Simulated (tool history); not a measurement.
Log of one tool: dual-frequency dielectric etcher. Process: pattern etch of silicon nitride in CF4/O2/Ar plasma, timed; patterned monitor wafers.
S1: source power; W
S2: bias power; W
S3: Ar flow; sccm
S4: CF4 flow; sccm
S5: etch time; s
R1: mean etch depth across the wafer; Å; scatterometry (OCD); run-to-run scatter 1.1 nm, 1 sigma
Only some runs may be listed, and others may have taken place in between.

run	hour	S1	S2	S3	S4	S5	R1
1	0.0	410	37	129	127	193.5	2690.7
2	5.3	450	37	129	127	193.5	2956.5
3	8.3	450	43	129	127	193.5	3069.6
4	13.9	470	43	129	127	193.5	3204.5
5	17.8	490	43	129	127	193.5	3361.0
6	20.1	430	43	129	127	193.5	2940.5
7	21.2	430	43	129	127	193.5	2918.2

What does the tool deliver on the next run?
8	22.9	460	43	129	127	193.5	?

Logged for run 8: R1 3144.5 Å.
